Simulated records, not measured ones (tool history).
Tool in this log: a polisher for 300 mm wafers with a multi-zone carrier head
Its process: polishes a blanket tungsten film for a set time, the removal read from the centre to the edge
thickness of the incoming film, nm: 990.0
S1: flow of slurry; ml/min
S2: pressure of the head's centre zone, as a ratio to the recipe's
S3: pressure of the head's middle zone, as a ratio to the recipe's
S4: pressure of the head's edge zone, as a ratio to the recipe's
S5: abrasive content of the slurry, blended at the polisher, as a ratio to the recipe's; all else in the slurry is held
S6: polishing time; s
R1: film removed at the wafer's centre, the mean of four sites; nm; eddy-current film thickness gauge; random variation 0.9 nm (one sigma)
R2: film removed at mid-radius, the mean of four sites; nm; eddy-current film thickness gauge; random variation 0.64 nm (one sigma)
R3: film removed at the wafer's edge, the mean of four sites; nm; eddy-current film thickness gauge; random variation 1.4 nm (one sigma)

run 1 hour=0 | S1=205 S2=1 S3=1 S4=1 S5=1 S6=33 | R1=146.3 R2=144.68 R3=145.27
run 2 hour=6.6 | S1=205 S2=1 S3=1 S4=1 S5=1 S6=30 | R1=135.11 R2=130.11 R3=135.28
run 3 hour=12 | S1=200 S2=0.98 S3=1 S4=0.97 S5=0.95 S6=30 | R1=127.32 R2=130.43 R3=133.72
run 4 hour=19.9 | S1=205 S2=0.98 S3=1.01 S4=0.96 S5=0.9 S6=29 | R1=126.1 R2=125.57 R3=126.75
run 5 hour=24 | S1=205 S2=0.96 S3=1.02 S4=0.95 S5=0.85 S6=28 | R1=118.28 R2=121.76 R3=120.89
run 6 hour=26 | S1=205 S2=0.91 S3=1.02 S4=0.95 S5=0.85 S6=28 | R1=111.1 R2=122.23 R3=121.09
run 7 hour=30.9 | S1=205 S2=0.9 S3=1.02 S4=0.94 S5=0.8 S6=28 | R1=107.6 R2=120.42 R3=114.75
run 8 hour=34.3 | S1=200 S2=0.89 S3=1.01 S4=0.93 S5=0.75 S6=28 | R1=105 R2=118.24 R3=117.6
run 9 hour=35.3 | S1=200 S2=0.89 S3=1.01 S4=0.93 S5=0.75 S6=28 | R1=105.64 R2=118.96 R3=116.79
run 10 hour=43 | S1=205 S2=0.88 S3=1.01 S4=0.92 S5=0.7 S6=28 | R1=104.59 R2=116.85 R3=116.24
run 11 hour=47.5 | S1=205 S2=0.88 S3=1.02 S4=0.91 S5=0.65 S6=28 | R1=101.58 R2=116.44 R3=113.52
run 12 hour=50.9 | S1=205 S2=0.88 S3=1.02 S4=0.9 S5=0.65 S6=28 | R1=103.84 R2=115.08 R3=114.66

For run 13, what comes out?
run 13 hour=56.3 | S1=205 S2=0.88 S3=1.03 S4=0.89 S5=0.65 S6=28 | R1=? R2=? R3=?

Run 13 produced R1 101.07 nm, R2 118.59 nm, R3 113.5 nm.

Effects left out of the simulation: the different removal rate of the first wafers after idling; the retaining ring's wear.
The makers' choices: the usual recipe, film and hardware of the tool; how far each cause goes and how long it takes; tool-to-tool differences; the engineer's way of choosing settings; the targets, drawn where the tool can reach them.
